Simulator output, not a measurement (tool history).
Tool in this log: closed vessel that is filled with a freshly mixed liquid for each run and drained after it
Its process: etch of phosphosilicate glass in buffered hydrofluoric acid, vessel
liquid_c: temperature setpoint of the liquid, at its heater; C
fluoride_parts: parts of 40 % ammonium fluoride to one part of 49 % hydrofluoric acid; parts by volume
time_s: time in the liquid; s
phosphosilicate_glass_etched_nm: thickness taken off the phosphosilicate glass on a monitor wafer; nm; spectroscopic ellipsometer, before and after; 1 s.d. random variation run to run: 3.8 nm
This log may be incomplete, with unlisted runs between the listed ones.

| run | day | liquid_c | fluoride_parts | time_s | phosphosilicate_glass_etched_nm |
|---|---|---|---|---|---|
| 1 | 0 | 21 | 20 | 100 | 354.01 |
| 2 | 0.312 | 23 | 20 | 100 | 403.97 |
| 3 | 0.621 | 20 | 20 | 100 | 339.19 |
| 4 | 0.671 | 20 | 20 | 110 | 373.9 |
| 5 | 0.846 | 20 | 20 | 110 | 373.67 |
| 6 | 1.092 | 20 | 22.5 | 110 | 339.72 |
| 7 | 1.458 | 22 | 22.5 | 110 | 383.75 |

What will run 8 give?
| 8 | 1.558 | 23.5 | 22.5 | 110 | ? |

{"run 8": {"phosphosilicate_glass_etched_nm": 414.15}}
